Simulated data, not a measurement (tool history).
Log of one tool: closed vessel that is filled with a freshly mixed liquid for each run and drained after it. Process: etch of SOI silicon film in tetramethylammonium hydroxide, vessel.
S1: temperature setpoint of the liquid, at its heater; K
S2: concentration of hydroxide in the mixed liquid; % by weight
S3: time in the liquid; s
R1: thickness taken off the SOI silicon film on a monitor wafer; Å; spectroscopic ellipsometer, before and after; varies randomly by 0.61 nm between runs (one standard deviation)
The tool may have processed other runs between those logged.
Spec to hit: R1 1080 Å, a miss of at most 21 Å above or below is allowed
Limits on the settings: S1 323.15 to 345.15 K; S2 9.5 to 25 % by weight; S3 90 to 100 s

run,hour,S1,S2,S3,R1
1,0,332.15,18.5,90,2140.4
2,8.6,326.65,18.5,90,1494.2
3,15.6,326.65,18.5,90,1525.8
4,21.2,325.65,19.5,90,1366.3
5,29.9,325.65,19.5,90,1367.1
6,38.2,325.15,20,90,1308.4
# hour 42.9: hydroxide flow meter replaced
7,42.9,324.65,20.5,90,1290.2
8,46.6,324.15,21.5,90,1220.4
9,48.7,324.15,22.5,90,1178.4
10,55.8,323.65,23,90,1106.5

Exercise: of the 5 proposed moves below, exactly one satisfies all targets within the stated allowed misses. Which move is it?
A,62.9,323.15,20.5,90,?
B,62.9,323.65,24.5,95,?
C,62.9,323.15,24,100,?
D,62.9,323.15,22,90,?
E,62.9,324.15,23.5,90,?

move,R1
A,1178.9
B,1091.9
C,1142
D,1136.8
E,1127.5
A: the biggest miss grows against the last run
B: each result inside its tolerance
C: the biggest miss grows against the last run
D: the biggest miss grows against the last run
E: the biggest miss grows against the last run
Answer: B
